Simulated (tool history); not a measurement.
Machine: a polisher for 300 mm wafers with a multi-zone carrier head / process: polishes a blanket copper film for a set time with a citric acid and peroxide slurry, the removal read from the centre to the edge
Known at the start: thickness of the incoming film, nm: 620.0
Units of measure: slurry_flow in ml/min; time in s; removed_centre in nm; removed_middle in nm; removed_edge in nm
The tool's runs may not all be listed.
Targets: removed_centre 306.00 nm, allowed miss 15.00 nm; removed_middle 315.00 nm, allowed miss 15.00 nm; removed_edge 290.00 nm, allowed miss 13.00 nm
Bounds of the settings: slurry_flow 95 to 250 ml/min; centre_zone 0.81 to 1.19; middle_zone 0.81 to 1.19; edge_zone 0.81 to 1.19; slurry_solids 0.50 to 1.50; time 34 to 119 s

run,hour,slurry_flow,centre_zone,middle_zone,edge_zone,slurry_solids,time,removed_centre,removed_middle,removed_edge
1,0.0,160,1.00,1.00,1.00,1.00,76,200.88,198.02,187.30
2,0.6,160,1.00,0.95,1.00,1.00,76,197.13,191.88,189.98
3,2.1,165,1.00,0.97,1.01,1.10,80,214.57,211.21,202.21
4,5.4,165,1.00,0.97,1.02,1.15,84,226.98,218.31,215.44
5,13.1,165,0.92,0.97,1.02,1.15,84,203.16,222.07,216.62
6,17.6,165,0.92,0.97,1.02,1.15,69,170.60,187.43,180.19
7,21.5,170,0.93,0.98,1.03,1.20,75,186.44,201.97,198.23
8,24.8,175,0.94,1.00,1.03,1.25,80,208.22,224.65,215.86
9,25.4,180,0.95,1.02,1.04,1.30,82,214.24,234.25,222.86
10,30.9,185,0.97,1.03,1.05,1.35,85,230.36,250.45,236.81
11,37.2,185,0.97,1.03,1.05,1.35,85,234.24,256.54,237.94
12,42.4,190,0.99,1.03,1.06,1.40,87,236.31,258.67,240.04
13,44.2,190,1.00,1.03,1.06,1.40,90,257.75,267.07,248.64
14,45.3,190,1.00,1.03,1.06,1.40,90,255.63,269.76,252.31
15,47.5,190,1.01,1.04,1.07,1.40,92,261.95,276.38,254.25

Which one of the following 5 next-run settings gets every result inside its allowed miss? There is exactly one.
A,49.7,195,0.93,1.18,1.04,1.50,102,?,?,?
B,49.7,190,0.95,0.95,1.11,1.50,111,?,?,?
C,49.7,250,0.93,0.94,0.87,1.30,112,?,?,?
D,49.7,180,1.13,0.99,1.07,1.20,104,?,?,?
E,49.7,195,1.03,0.86,0.99,1.40,98,?,?,?

move,removed_centre,removed_middle,removed_edge
A,270.15,336.49,280.00
B,298.94,304.94,314.72
C,296.22,305.16,281.66
D,317.10,280.79,275.77
E,283.11,245.66,260.33
A: moves toward the targets from the last run without getting all of them in spec
B: meets the target for the result that was furthest off, but another lies outside its allowed miss
C: all results in spec
D: meets the target for the result that was furthest off, but another lies outside its allowed miss
E: lands further from the targets than the last run did
Correct choice: C, which meets every target
